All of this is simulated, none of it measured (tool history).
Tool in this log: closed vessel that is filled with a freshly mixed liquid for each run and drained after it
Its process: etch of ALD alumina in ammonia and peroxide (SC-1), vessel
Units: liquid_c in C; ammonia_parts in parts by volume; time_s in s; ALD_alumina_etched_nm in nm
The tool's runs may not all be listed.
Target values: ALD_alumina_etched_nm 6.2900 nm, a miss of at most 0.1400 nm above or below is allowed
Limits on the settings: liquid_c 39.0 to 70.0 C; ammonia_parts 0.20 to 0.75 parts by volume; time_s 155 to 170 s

Run 1, hour 0.0: liquid_c 55.0 C, ammonia_parts 0.45 parts by volume, time_s 155 s. Result: ALD_alumina_etched_nm 8.8884 nm.
Run 2, hour 7.6: liquid_c 55.0 C, ammonia_parts 0.55 parts by volume, time_s 155 s. Result: ALD_alumina_etched_nm 8.9036 nm.
Run 3, hour 12.8: liquid_c 53.5 C, ammonia_parts 0.55 parts by volume, time_s 155 s. Result: ALD_alumina_etched_nm 8.4031 nm.
Run 4, hour 17.2: liquid_c 53.5 C, ammonia_parts 0.55 parts by volume, time_s 170 s. Result: ALD_alumina_etched_nm 9.0610 nm.
Run 5, hour 24.3: liquid_c 49.5 C, ammonia_parts 0.55 parts by volume, time_s 170 s. Result: ALD_alumina_etched_nm 7.3406 nm.
Run 6, hour 31.7: liquid_c 49.5 C, ammonia_parts 0.65 parts by volume, time_s 170 s. Result: ALD_alumina_etched_nm 7.5029 nm.
Run 7, hour 36.7: liquid_c 49.5 C, ammonia_parts 0.65 parts by volume, time_s 170 s. Result: ALD_alumina_etched_nm 7.4209 nm.
Run 8, hour 38.2: liquid_c 49.0 C, ammonia_parts 0.65 parts by volume, time_s 170 s. Result: ALD_alumina_etched_nm 7.2811 nm.
Run 9, hour 45.0: liquid_c 48.5 C, ammonia_parts 0.65 parts by volume, time_s 170 s. Result: ALD_alumina_etched_nm 7.0599 nm.
Run 10, hour 46.2: liquid_c 46.0 C, ammonia_parts 0.65 parts by volume, time_s 170 s. Result: ALD_alumina_etched_nm 6.1558 nm.

Which single option among these 5 for the next run brings every result within its allowed miss of target? Just one does.
Run A, hour 47.4: liquid_c 47.5 C, ammonia_parts 0.55 parts by volume, time_s 155 s. Result: ALD_alumina_etched_nm ?.
Run B, hour 47.4: liquid_c 47.5 C, ammonia_parts 0.70 parts by volume, time_s 165 s. Result: ALD_alumina_etched_nm ?.
Run C, hour 47.4: liquid_c 47.5 C, ammonia_parts 0.60 parts by volume, time_s 155 s. Result: ALD_alumina_etched_nm ?.
Run D, hour 47.4: liquid_c 46.5 C, ammonia_parts 0.65 parts by volume, time_s 160 s. Result: ALD_alumina_etched_nm ?.
Run E, hour 47.4: liquid_c 46.5 C, ammonia_parts 0.65 parts by volume, time_s 170 s. Result: ALD_alumina_etched_nm ?.

move  ALD_alumina_etched_nm
   A                 5.9647
   B                 6.4972
   C                 6.0144
   D                 5.9142
   E                 6.2839
A: further off than the last run
B: the result that was furthest off in the last run now lies on the other side of its target
C: further off than the last run
D: further off than the last run
E: all results in spec
Correct choice: E, which meets every target
